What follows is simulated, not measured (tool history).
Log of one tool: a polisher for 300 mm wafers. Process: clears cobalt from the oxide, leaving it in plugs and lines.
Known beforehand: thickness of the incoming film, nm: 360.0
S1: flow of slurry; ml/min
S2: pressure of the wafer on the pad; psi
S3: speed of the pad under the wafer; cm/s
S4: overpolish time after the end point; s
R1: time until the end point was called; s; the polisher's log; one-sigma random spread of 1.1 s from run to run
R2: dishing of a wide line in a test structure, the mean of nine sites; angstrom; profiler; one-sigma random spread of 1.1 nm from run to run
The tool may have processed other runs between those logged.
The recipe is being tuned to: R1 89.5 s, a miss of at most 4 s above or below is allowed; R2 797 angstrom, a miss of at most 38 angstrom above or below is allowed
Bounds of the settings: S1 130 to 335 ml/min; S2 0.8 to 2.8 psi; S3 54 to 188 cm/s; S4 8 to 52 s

Run 1, hour 0: S1 215 ml/min, S2 1.8 psi, S3 120 cm/s, S4 26 s. Result: R1 56.682 s, R2 751.46 angstrom.
Run 2, hour 7.7: S1 215 ml/min, S2 1.8 psi, S3 96 cm/s, S4 26 s. Result: R1 67.088 s, R2 700.08 angstrom.
Run 3, hour 13.2: S1 215 ml/min, S2 1.7 psi, S3 96 cm/s, S4 30 s. Result: R1 72.127 s, R2 728.32 angstrom.
Run 4, hour 18.1: S1 215 ml/min, S2 1.7 psi, S3 96 cm/s, S4 35 s. Result: R1 72.214 s, R2 781.46 angstrom.
Run 5, hour 22.2: S1 215 ml/min, S2 1.6 psi, S3 96 cm/s, S4 37 s. Result: R1 76.122 s, R2 767.82 angstrom.
Run 6, hour 30.5: S1 215 ml/min, S2 1.5 psi, S3 96 cm/s, S4 39 s. Result: R1 77.652 s, R2 777.14 angstrom.
Run 7, hour 35.8: S1 215 ml/min, S2 1.4 psi, S3 96 cm/s, S4 41 s. Result: R1 83.632 s, R2 782.87 angstrom.
Run 8, hour 38.5: S1 215 ml/min, S2 1.4 psi, S3 96 cm/s, S4 41 s. Result: R1 84.937 s, R2 782.81 angstrom.
Run 9, hour 44.9: S1 215 ml/min, S2 1.4 psi, S3 96 cm/s, S4 42 s. Result: R1 84.186 s, R2 777.65 angstrom.
Run 10, hour 53.1: S1 215 ml/min, S2 1.4 psi, S3 96 cm/s, S4 43 s. Result: R1 83.436 s, R2 814.99 angstrom.

Exactly one of the 4 candidate moves below puts every result within its allowed miss. Which one?
Run A, hour 61.3: S1 210 ml/min, S2 1.7 psi, S3 88 cm/s, S4 41 s. Result: R1 ?, R2 ?.
Run B, hour 61.3: S1 225 ml/min, S2 1.3 psi, S3 106 cm/s, S4 45 s. Result: R1 ?, R2 ?.
Run C, hour 61.3: S1 280 ml/min, S2 1.8 psi, S3 80 cm/s, S4 33 s. Result: R1 ?, R2 ?.
Run D, hour 61.3: S1 310 ml/min, S2 1.1 psi, S3 102 cm/s, S4 47 s. Result: R1 ?, R2 ?.

move      R1      R2
   A  77.331  796.39
   B  80.193  811.24
   C   78.35  731.05
   D   91.41  790.59
A: further off than the last run
B: further off than the last run
C: further off than the last run
D: all results in spec
D is the move that brings every result within its allowed miss.
